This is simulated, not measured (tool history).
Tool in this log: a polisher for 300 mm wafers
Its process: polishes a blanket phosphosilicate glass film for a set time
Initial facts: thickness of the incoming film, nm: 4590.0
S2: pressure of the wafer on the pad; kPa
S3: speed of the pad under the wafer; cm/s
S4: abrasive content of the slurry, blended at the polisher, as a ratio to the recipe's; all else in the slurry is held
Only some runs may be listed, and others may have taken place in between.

Run 1, hour 0.0: flow of slurry (ml/min) 125, S2 20.0 kPa, S3 106 cm/s, S4 1.0, polishing time (s) 48. Result: film removed (nm) 333.53.
Run 2, hour 2.1: flow of slurry (ml/min) 125, S2 20.7 kPa, S3 106 cm/s, S4 1.0, polishing time (s) 48. Result: film removed (nm) 346.40.
Run 3, hour 6.0: flow of slurry (ml/min) 140, S2 20.7 kPa, S3 106 cm/s, S4 1.0, polishing time (s) 48. Result: film removed (nm) 362.26.
Run 4, hour 12.4: flow of slurry (ml/min) 140, S2 20.7 kPa, S3 106 cm/s, S4 1.0, polishing time (s) 48. Result: film removed (nm) 358.56.
Run 5, hour 13.0: flow of slurry (ml/min) 140, S2 20.7 kPa, S3 106 cm/s, S4 1.1, polishing time (s) 48. Result: film removed (nm) 367.20.
Run 6, hour 18.5: flow of slurry (ml/min) 110, S2 20.7 kPa, S3 106 cm/s, S4 1.1, polishing time (s) 48. Result: film removed (nm) 344.97.
Run 7, hour 27.3: flow of slurry (ml/min) 115, S2 21.4 kPa, S3 106 cm/s, S4 1.1, polishing time (s) 48. Result: film removed (nm) 367.04.
Run 8, hour 30.3: flow of slurry (ml/min) 120, S2 22.1 kPa, S3 106 cm/s, S4 1.1, polishing time (s) 48. Result: film removed (nm) 383.02.
Run 9, hour 34.2: flow of slurry (ml/min) 125, S2 22.1 kPa, S3 106 cm/s, S4 1.1, polishing time (s) 48. Result: film removed (nm) 377.08.
Run 10, hour 36.9: flow of slurry (ml/min) 125, S2 22.8 kPa, S3 106 cm/s, S4 1.1, polishing time (s) 48. Result: film removed (nm) 398.53.

The next listed run, before its measurement:
Run 11, hour 43.6: flow of slurry (ml/min) 130, S2 22.8 kPa, S3 106 cm/s, S4 1.1, polishing time (s) 48. Result: film removed (nm) ?.

{"run 11": {"film removed (nm)": 393.83}}

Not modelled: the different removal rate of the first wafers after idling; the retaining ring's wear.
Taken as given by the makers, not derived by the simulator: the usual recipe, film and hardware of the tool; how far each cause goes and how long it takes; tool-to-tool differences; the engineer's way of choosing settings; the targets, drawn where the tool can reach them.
